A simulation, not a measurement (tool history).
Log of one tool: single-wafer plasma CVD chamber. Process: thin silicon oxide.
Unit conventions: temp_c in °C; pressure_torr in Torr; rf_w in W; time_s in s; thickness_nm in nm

run 1 hour=0.0 | temp_c=420 pressure_torr=0.557 rf_w=225 time_s=11.52 | thickness_nm=13.0570
run 2 hour=4.5 | temp_c=425 pressure_torr=0.557 rf_w=225 time_s=11.52 | thickness_nm=12.9760
run 3 hour=10.9 | temp_c=425 pressure_torr=0.513 rf_w=225 time_s=11.52 | thickness_nm=12.0230
run 4 hour=18.9 | temp_c=425 pressure_torr=0.479 rf_w=225 time_s=11.52 | thickness_nm=11.2680
run 5 hour=25.0 | temp_c=425 pressure_torr=0.392 rf_w=225 time_s=11.52 | thickness_nm=9.2828
-- hour=34.0 capacitance manometer re-zeroed and calibrated
run 6 hour=34.0 | temp_c=425 pressure_torr=0.334 rf_w=225 time_s=11.52 | thickness_nm=7.4850
run 7 hour=36.8 | temp_c=426 pressure_torr=0.370 rf_w=225 time_s=11.52 | thickness_nm=8.2503
run 8 hour=42.2 | temp_c=422 pressure_torr=0.393 rf_w=225 time_s=11.52 | thickness_nm=8.7951
run 9 hour=44.0 | temp_c=427 pressure_torr=0.405 rf_w=225 time_s=11.52 | thickness_nm=8.9953

Run 10 has not been measured yet. What should we expect?
run 10 hour=52.1 | temp_c=420 pressure_torr=0.409 rf_w=225 time_s=11.52 | thickness_nm=?

{"run 10": {"thickness_nm": 9.1525}}
